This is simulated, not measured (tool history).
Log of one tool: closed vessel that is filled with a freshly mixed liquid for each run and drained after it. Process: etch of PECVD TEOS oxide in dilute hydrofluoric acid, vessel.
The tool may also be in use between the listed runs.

run	hour	temperature setpoint of the liquid (C)	parts of water to one part of 49 % hydrofluoric acid (parts by volume)	time in the liquid (s)	thickness taken off the PECVD TEOS oxide on a monitor wafer (nm)
1	0.0	20.0	275	170	7.4804
2	5.1	17.0	275	170	6.6163
3	13.9	17.0	370	170	4.5905
4	16.3	17.5	370	170	4.6943
5	19.3	17.5	280	170	6.5767
6	27.5	17.5	295	170	6.2887
7	28.8	17.5	305	170	5.9879
8	36.1	17.5	315	170	5.7140
9	37.0	17.5	320	170	5.5261
10	44.6	17.5	325	170	5.5880

Forecast run 11:
11	51.8	17.5	330	170	?

Run 11 yielded thickness taken off the PECVD TEOS oxide on a monitor wafer (nm) 5.4821.
